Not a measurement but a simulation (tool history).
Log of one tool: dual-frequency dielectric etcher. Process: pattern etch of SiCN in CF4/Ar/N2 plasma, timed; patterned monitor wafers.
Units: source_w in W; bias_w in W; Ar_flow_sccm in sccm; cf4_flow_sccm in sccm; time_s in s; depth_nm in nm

Run 1, hour 0.0: source_w 540 W, bias_w 70 W, Ar_flow_sccm 103 sccm, cf4_flow_sccm 45 sccm, time_s 44 s. Result: depth_nm 45.201 nm.
Run 2, hour 1.1: source_w 540 W, bias_w 77 W, Ar_flow_sccm 103 sccm, cf4_flow_sccm 45 sccm, time_s 44 s. Result: depth_nm 46.776 nm.
Run 3, hour 4.1: source_w 500 W, bias_w 76 W, Ar_flow_sccm 103 sccm, cf4_flow_sccm 45 sccm, time_s 44 s. Result: depth_nm 43.177 nm.
Run 4, hour 6.5: source_w 500 W, bias_w 86 W, Ar_flow_sccm 103 sccm, cf4_flow_sccm 45 sccm, time_s 44 s. Result: depth_nm 45.419 nm.
Run 5, hour 9.9: source_w 500 W, bias_w 86 W, Ar_flow_sccm 103 sccm, cf4_flow_sccm 48 sccm, time_s 44 s. Result: depth_nm 45.429 nm.
Run 6, hour 13.6: source_w 470 W, bias_w 85 W, Ar_flow_sccm 103 sccm, cf4_flow_sccm 48 sccm, time_s 44 s. Result: depth_nm 42.656 nm.
Run 7, hour 16.7: source_w 450 W, bias_w 85 W, Ar_flow_sccm 103 sccm, cf4_flow_sccm 48 sccm, time_s 44 s. Result: depth_nm 40.572 nm.
Run 8, hour 23.3: source_w 440 W, bias_w 85 W, Ar_flow_sccm 103 sccm, cf4_flow_sccm 48 sccm, time_s 44 s. Result: depth_nm 40.198 nm.

Forecast run 9:
Run 9, hour 27.0: source_w 430 W, bias_w 85 W, Ar_flow_sccm 103 sccm, cf4_flow_sccm 48 sccm, time_s 44 s. Result: depth_nm ?.

Run 9 gave depth_nm 39.171 nm.
